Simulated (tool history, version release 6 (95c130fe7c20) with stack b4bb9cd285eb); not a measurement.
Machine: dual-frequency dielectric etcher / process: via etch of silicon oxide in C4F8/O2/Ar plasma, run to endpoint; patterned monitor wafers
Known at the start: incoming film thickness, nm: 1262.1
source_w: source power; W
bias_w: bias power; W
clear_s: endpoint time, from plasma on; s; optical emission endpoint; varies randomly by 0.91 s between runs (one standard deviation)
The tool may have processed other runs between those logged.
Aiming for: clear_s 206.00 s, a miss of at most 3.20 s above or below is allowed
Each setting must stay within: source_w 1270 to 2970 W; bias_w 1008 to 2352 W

run 1 hour=0.0 | source_w=2120 bias_w=1680 | clear_s=239.13
run 2 hour=4.7 | source_w=2120 bias_w=1790 | clear_s=236.27
run 3 hour=12.7 | source_w=2190 bias_w=1799 | clear_s=231.73
run 4 hour=15.9 | source_w=2190 bias_w=1564 | clear_s=243.48
run 5 hour=24.9 | source_w=1930 bias_w=1564 | clear_s=255.12
run 6 hour=27.7 | source_w=1930 bias_w=1365 | clear_s=265.86
run 7 hour=31.9 | source_w=2030 bias_w=1398 | clear_s=259.09
run 8 hour=38.5 | source_w=2120 bias_w=1429 | clear_s=253.62
run 9 hour=46.2 | source_w=2540 bias_w=1765 | clear_s=223.51
run 10 hour=49.9 | source_w=2580 bias_w=1780 | clear_s=223.50
run 11 hour=58.7 | source_w=2580 bias_w=1780 | clear_s=223.16

Which of these 5 next moves meets every target?
run A hour=67.5 | source_w=2300 bias_w=1490 | clear_s=?
run B hour=67.5 | source_w=2840 bias_w=1986 | clear_s=?
run C hour=67.5 | source_w=2840 bias_w=2191 | clear_s=?
run D hour=67.5 | source_w=2320 bias_w=1621 | clear_s=?
run E hour=67.5 | source_w=2490 bias_w=2025 | clear_s=?

move=A clear_s=245.22
move=B clear_s=208.10
move=C clear_s=201.25
move=D clear_s=237.66
move=E clear_s=215.49
A: further off than the last run
B: hits every target within its allowed miss
C: the result that was furthest off in the last run now lies on the other side of its target
D: further off than the last run
E: gains on the last run, yet a result remains outside its allowed miss
B is the move that brings every result within its allowed miss.
